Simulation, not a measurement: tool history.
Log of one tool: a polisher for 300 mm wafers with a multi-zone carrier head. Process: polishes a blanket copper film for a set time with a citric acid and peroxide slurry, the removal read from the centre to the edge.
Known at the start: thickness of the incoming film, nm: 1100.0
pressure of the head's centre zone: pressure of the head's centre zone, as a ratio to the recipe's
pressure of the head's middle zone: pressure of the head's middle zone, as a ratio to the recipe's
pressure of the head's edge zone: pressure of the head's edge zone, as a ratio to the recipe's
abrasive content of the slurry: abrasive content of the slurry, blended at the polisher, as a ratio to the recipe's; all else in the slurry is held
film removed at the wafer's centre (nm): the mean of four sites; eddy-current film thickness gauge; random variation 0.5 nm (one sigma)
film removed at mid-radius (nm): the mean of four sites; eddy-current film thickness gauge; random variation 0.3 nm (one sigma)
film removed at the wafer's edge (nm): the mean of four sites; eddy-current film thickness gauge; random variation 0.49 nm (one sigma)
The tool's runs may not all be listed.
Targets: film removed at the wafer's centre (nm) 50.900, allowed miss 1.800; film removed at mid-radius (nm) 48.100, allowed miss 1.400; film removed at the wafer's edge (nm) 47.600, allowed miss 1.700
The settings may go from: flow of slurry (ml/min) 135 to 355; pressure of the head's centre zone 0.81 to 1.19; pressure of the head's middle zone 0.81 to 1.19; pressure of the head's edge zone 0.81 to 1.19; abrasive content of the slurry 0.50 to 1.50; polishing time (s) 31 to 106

run,hour,flow of slurry (ml/min),pressure of the head's centre zone,pressure of the head's middle zone,pressure of the head's edge zone,abrasive content of the slurry,polishing time (s),film removed at the wafer's centre (nm),film removed at mid-radius (nm),film removed at the wafer's edge (nm)
1,0.0,225,1.00,1.00,1.00,1.00,68,96.897,99.702,97.371
2,3.0,225,1.08,1.00,1.00,1.00,68,104.120,99.529,96.951
3,6.6,200,1.08,1.00,1.00,1.00,68,102.190,96.355,97.337
4,15.1,215,1.06,0.97,0.97,0.85,58,82.686,80.267,78.844
5,17.0,270,1.06,0.97,0.97,0.85,58,85.867,80.855,79.683
6,25.7,270,1.06,1.01,0.97,0.85,58,86.609,84.779,80.898
7,30.9,270,1.05,0.97,0.94,0.75,51,74.143,69.620,69.073
8,39.2,275,1.04,0.97,0.91,0.70,46,65.681,62.982,59.732
9,43.6,245,0.94,0.87,0.81,0.50,42,50.984,49.576,49.462
10,51.4,245,0.94,0.87,0.81,0.50,42,50.600,49.020,49.180

Which of these 5 next moves meets every target?
A,59.2,220,0.91,0.84,0.86,0.50,44,?,?,?
B,59.2,265,1.07,1.01,0.81,0.55,37,?,?,?
C,59.2,210,0.91,0.91,0.81,0.50,42,?,?,?
D,59.2,255,0.97,0.87,0.81,0.75,38,?,?,?
E,59.2,250,0.91,0.81,0.82,0.55,43,?,?,?

move,film removed at the wafer's centre (nm),film removed at mid-radius (nm),film removed at the wafer's edge (nm)
A,51.395,49.686,53.598
B,52.695,50.225,44.990
C,48.799,50.397,49.585
D,50.965,47.446,48.236
E,51.613,48.383,52.477
A: further off than the last run
B: takes the result that was furthest off past its target
C: further off than the last run
D: meets every target
E: further off than the last run
The right move is D.

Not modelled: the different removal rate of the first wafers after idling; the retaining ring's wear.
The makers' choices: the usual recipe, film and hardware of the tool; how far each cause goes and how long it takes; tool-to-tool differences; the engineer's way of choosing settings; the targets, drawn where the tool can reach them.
